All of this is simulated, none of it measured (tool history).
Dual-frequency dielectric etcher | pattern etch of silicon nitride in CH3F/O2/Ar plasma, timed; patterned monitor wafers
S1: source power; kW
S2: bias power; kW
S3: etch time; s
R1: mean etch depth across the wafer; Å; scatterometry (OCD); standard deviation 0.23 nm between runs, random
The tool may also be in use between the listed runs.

run	hour	S1	S2	S3	R1
1	0.0	0.490	0.070	94.0	682.13
2	5.9	0.520	0.070	94.0	695.65
3	9.3	0.490	0.067	94.0	663.32
4	11.8	0.470	0.066	94.0	645.64
5	15.6	0.470	0.066	94.0	652.02
6	16.4	0.450	0.065	94.0	633.54
7	22.5	0.430	0.064	94.0	622.34
8	28.1	0.410	0.063	94.0	602.31
9	33.3	0.400	0.063	94.0	596.04

Run 10 has not been measured yet. What should we expect?
# hour 37.6: source power generator calibrated
10	37.6	0.390	0.063	94.0	?

Run 10 came out at R1 577.86 Å.

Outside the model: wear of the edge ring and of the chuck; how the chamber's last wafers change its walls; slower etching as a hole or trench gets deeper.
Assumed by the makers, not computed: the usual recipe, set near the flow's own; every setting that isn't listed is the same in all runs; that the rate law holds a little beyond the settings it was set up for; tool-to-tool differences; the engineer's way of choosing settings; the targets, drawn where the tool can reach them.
